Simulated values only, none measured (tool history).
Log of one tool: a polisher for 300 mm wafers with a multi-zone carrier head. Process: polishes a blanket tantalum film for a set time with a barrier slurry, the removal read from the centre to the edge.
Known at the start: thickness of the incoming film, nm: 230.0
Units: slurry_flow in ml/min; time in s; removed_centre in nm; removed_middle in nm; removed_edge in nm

run 1 hour=0 | slurry_flow=230 centre_zone=1 middle_zone=1 edge_zone=1 slurry_solids=1 time=51 | removed_centre=88.337 removed_middle=89.57 removed_edge=88.373
run 2 hour=4.8 | slurry_flow=225 centre_zone=0.99 middle_zone=0.97 edge_zone=1.01 slurry_solids=0.9 time=50 | removed_centre=81.342 removed_middle=82.488 removed_edge=83.784
run 3 hour=5.5 | slurry_flow=220 centre_zone=0.99 middle_zone=0.94 edge_zone=1.02 slurry_solids=0.85 time=49 | removed_centre=77.839 removed_middle=75.168 removed_edge=80.972
run 4 hour=6.7 | slurry_flow=220 centre_zone=0.99 middle_zone=0.94 edge_zone=1.02 slurry_solids=0.65 time=49 | removed_centre=67.449 removed_middle=66.391 removed_edge=69.801
run 5 hour=10.1 | slurry_flow=220 centre_zone=0.93 middle_zone=0.94 edge_zone=1.02 slurry_solids=0.65 time=49 | removed_centre=61.798 removed_middle=64.865 removed_edge=70.526
run 6 hour=10.8 | slurry_flow=220 centre_zone=0.94 middle_zone=0.92 edge_zone=1.02 slurry_solids=0.65 time=49 | removed_centre=64.604 removed_middle=63.007 removed_edge=70.127
run 7 hour=18 | slurry_flow=220 centre_zone=0.94 middle_zone=0.91 edge_zone=1.02 slurry_solids=0.65 time=49 | removed_centre=63.358 removed_middle=65.24 removed_edge=70.268
run 8 hour=25.5 | slurry_flow=215 centre_zone=0.95 middle_zone=0.89 edge_zone=1.04 slurry_solids=0.65 time=49 | removed_centre=63.598 removed_middle=62.138 removed_edge=70.306
run 9 hour=34.3 | slurry_flow=215 centre_zone=0.95 middle_zone=0.88 edge_zone=1.04 slurry_solids=0.65 time=49 | removed_centre=64.391 removed_middle=63.212 removed_edge=69.516
run 10 hour=37.4 | slurry_flow=210 centre_zone=0.95 middle_zone=0.87 edge_zone=1.07 slurry_solids=0.65 time=49 | removed_centre=63.086 removed_middle=62.262 removed_edge=70.402
run 11 hour=38.8 | slurry_flow=205 centre_zone=0.98 middle_zone=0.81 edge_zone=1.06 slurry_solids=0.6 time=49 | removed_centre=60.623 removed_middle=54.906 removed_edge=66.43

Forecast run 12:
run 12 hour=40.8 | slurry_flow=210 centre_zone=0.98 middle_zone=0.82 edge_zone=1.07 slurry_solids=0.6 time=49 | removed_centre=? removed_middle=? removed_edge=?

removed_centre: 61.957 nm
removed_middle: 55.808 nm
removed_edge: 65.748 nm

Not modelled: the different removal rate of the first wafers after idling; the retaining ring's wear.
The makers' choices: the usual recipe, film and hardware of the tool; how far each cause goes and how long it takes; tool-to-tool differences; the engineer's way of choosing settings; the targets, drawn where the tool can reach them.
